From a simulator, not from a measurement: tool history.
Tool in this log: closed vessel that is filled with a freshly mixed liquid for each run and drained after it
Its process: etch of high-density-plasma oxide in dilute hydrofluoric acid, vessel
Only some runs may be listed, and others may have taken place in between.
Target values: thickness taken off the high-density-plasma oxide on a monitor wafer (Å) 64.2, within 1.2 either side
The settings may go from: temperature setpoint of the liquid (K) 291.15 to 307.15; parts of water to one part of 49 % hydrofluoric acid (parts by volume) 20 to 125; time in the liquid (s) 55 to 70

run	hour	temperature setpoint of the liquid (K)	parts of water to one part of 49 % hydrofluoric acid (parts by volume)	time in the liquid (s)	thickness taken off the high-density-plasma oxide on a monitor wafer (Å)
1	0	299.15	70	70	58.052
2	1.8	299.15	60	70	68.4
3	9.8	301.65	60	70	75.632
4	12.4	301.65	60	55	59.401
5	17.6	301.65	60	70	75.538
6	18.8	301.65	85	70	51.388
7	23.3	305.65	85	70	59.769
8	30.3	306.65	85	70	62.243

Next run, 5 choices. One meets every target within its allowed miss, the rest don't. Which?
A	37.3	307.15	75	65	?
B	37.3	307.15	85	65	?
C	37.3	305.65	75	65	?
D	37.3	307.15	90	70	?
E	37.3	304.65	80	70	?

move	thickness taken off the high-density-plasma oxide on a monitor wafer (Å)
A	68.115
B	59.145
C	64.412
D	59.682
E	62.152
A: the result that was furthest off in the last run now lies on the other side of its target
B: its largest miss is bigger than the last run's
C: each result inside its tolerance
D: its largest miss is bigger than the last run's
E: about as far from the targets as the last run
C is the move that brings every result within its allowed miss.
